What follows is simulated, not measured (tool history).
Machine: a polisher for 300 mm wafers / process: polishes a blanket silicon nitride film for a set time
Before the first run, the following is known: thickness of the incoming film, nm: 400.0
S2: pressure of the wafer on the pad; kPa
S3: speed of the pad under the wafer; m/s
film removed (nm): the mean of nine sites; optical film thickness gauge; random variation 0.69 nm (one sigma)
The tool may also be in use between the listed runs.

run 1 hour=0 | flow_of_slurry_(ml/min)=285 S2=29.6 S3=1.1 polishing_time_(s)=31 | film_removed_(nm)=59.733
run 2 hour=1.8 | flow_of_slurry_(ml/min)=285 S2=36.5 S3=1.1 polishing_time_(s)=31 | film_removed_(nm)=72.728
run 3 hour=8 | flow_of_slurry_(ml/min)=215 S2=36.5 S3=1.1 polishing_time_(s)=31 | film_removed_(nm)=70.781
run 4 hour=13.3 | flow_of_slurry_(ml/min)=225 S2=38.6 S3=1.1 polishing_time_(s)=31 | film_removed_(nm)=74.638
run 5 hour=21 | flow_of_slurry_(ml/min)=225 S2=41.4 S3=1.1 polishing_time_(s)=31 | film_removed_(nm)=80.186
run 6 hour=26.4 | flow_of_slurry_(ml/min)=235 S2=42.1 S3=1.1 polishing_time_(s)=31 | film_removed_(nm)=82.813
run 7 hour=29.3 | flow_of_slurry_(ml/min)=235 S2=42.1 S3=1.1 polishing_time_(s)=31 | film_removed_(nm)=82.331
run 8 hour=33.7 | flow_of_slurry_(ml/min)=245 S2=42.7 S3=1.1 polishing_time_(s)=31 | film_removed_(nm)=85.01
run 9 hour=37.7 | flow_of_slurry_(ml/min)=255 S2=42.7 S3=1.1 polishing_time_(s)=31 | film_removed_(nm)=84.334
run 10 hour=43.5 | flow_of_slurry_(ml/min)=255 S2=43.4 S3=1.1 polishing_time_(s)=31 | film_removed_(nm)=86.176

What will run 11 give?
run 11 hour=46.7 | flow_of_slurry_(ml/min)=260 S2=44.1 S3=1.1 polishing_time_(s)=31 | film_removed_(nm)=?

Run 11 yielded film removed (nm) 87.361.
